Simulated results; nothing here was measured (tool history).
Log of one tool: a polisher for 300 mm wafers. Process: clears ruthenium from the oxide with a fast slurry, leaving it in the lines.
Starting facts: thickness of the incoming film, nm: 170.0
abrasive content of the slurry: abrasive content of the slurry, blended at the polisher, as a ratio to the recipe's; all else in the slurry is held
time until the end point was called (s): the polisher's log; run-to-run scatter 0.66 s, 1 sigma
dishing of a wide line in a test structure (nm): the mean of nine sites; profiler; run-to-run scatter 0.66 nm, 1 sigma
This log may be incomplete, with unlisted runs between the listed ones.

| run | hour | flow of slurry (ml/min) | pressure of the wafer on the pad (psi) | speed of the pad under the wafer (m/s) | abrasive content of the slurry | overpolish time after the end point (s) | time until the end point was called (s) | dishing of a wide line in a test structure (nm) |
|---|---|---|---|---|---|---|---|---|
| 1 | 0 | 245 | 1.9 | 0.84 | 1 | 17 | 58.503 | 24.486 |
| 2 | 7.3 | 245 | 2.2 | 0.84 | 1 | 17 | 52.997 | 25.331 |
| 3 | 8.2 | 195 | 2.2 | 0.84 | 1 | 17 | 53.88 | 25.323 |
| 4 | 15.5 | 195 | 2.4 | 0.88 | 1 | 17 | 45.675 | 26.533 |
| 5 | 19.6 | 195 | 2.5 | 0.88 | 1 | 18 | 45.273 | 28.093 |
| 6 | 20.9 | 195 | 2.2 | 0.88 | 1 | 18 | 50.63 | 26.149 |
| 7 | 23.4 | 195 | 2.4 | 0.9 | 1 | 18 | 44.738 | 28.199 |

For run 8, what comes out?
| 8 | 26.3 | 195 | 2.4 | 0.9 | 1 | 18 | ? | ? |

time until the end point was called (s): 44.32
dishing of a wide line in a test structure (nm): 27.271
